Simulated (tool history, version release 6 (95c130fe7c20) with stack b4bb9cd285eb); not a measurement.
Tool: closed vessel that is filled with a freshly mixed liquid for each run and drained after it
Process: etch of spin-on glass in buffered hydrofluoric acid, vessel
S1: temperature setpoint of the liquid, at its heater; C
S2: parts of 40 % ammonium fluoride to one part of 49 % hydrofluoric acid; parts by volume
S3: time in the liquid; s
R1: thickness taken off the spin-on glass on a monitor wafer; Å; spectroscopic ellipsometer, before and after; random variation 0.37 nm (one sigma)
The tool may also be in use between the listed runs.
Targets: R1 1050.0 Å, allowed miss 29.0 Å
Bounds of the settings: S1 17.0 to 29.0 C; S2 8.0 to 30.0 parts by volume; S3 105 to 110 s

run    day    S1    S2   S3      R1
  1  0.000  21.0  22.5  105  1470.5
  2  0.079  21.0  17.5  105  1821.1
  3  0.412  23.0  17.5  105  2034.2
  4  0.667  23.0  17.5  110  2133.9
  5  0.846  26.5  17.5  110  2585.4
  6  1.025  25.0  19.5  110  2131.0
  7  1.162  24.0  21.0  110  1904.1
  8  1.529  23.0  22.0  110  1749.3
  9  1.867  19.0  29.0  110  1161.5
 10  2.183  18.5  29.0  110  1121.9

4 next moves are on the table. One of them brings every result within its allowed miss. Which?
  A  2.500  17.0  28.5  110   ?
  B  2.500  19.0  27.5  105   ?
  C  2.500  17.5  24.5  110   ?
  D  2.500  19.5  26.5  110   ?

move      R1
   A  1043.4
   B  1144.3
   C  1192.3
   D  1265.2
A: meets every target
B: further off than the last run
C: further off than the last run
D: further off than the last run
The right move is A.

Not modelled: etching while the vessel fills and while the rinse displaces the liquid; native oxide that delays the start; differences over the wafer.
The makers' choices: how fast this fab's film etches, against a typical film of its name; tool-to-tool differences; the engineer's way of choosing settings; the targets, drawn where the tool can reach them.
